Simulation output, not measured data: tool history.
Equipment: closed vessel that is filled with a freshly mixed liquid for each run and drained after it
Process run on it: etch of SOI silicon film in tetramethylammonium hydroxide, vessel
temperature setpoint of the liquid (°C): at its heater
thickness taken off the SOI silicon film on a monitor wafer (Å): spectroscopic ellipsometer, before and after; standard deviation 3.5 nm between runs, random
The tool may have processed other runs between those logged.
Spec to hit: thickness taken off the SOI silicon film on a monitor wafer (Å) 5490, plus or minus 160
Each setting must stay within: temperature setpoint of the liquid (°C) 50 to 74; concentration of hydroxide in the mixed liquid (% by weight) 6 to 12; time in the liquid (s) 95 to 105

| run | hour | temperature setpoint of the liquid (°C) | concentration of hydroxide in the mixed liquid (% by weight) | time in the liquid (s) | thickness taken off the SOI silicon film on a monitor wafer (Å) |
|---|---|---|---|---|---|
| 1 | 0 | 61 | 8 | 95 | 3882.6 |
| 2 | 6.6 | 61.5 | 8 | 95 | 4038.3 |
| 3 | 14.7 | 62 | 8 | 95 | 4130.6 |
| 4 | 17 | 60 | 8 | 95 | 3630.6 |
| 5 | 18.1 | 61 | 8 | 95 | 3875.5 |
| 6 | 26.3 | 61 | 7 | 95 | 4000 |
| 7 | 35.2 | 61 | 7 | 95 | 4007.1 |
| 8 | 41.8 | 61 | 7 | 95 | 4086.2 |
| 9 | 44.2 | 61.5 | 7 | 95 | 4170.2 |
| 10 | 49.3 | 67 | 7 | 95 | 5804.5 |

Below are 4 possible settings for the next run. Only one of them brings all results inside the allowed miss of their targets. Which is it?
| A | 54.4 | 67 | 6 | 95 | ? |
| B | 54.4 | 66 | 8 | 105 | ? |
| C | 54.4 | 66.5 | 6 | 100 | ? |
| D | 54.4 | 66.5 | 7.5 | 95 | ? |

| move | thickness taken off the SOI silicon film on a monitor wafer (Å) |
|---|---|
| A | 5997.4 |
| B | 5792.9 |
| C | 6127 |
| D | 5505.8 |
A: further off than the last run
B: no better and no worse than the last run
C: further off than the last run
D: every result lands within tolerance
D meets every target.

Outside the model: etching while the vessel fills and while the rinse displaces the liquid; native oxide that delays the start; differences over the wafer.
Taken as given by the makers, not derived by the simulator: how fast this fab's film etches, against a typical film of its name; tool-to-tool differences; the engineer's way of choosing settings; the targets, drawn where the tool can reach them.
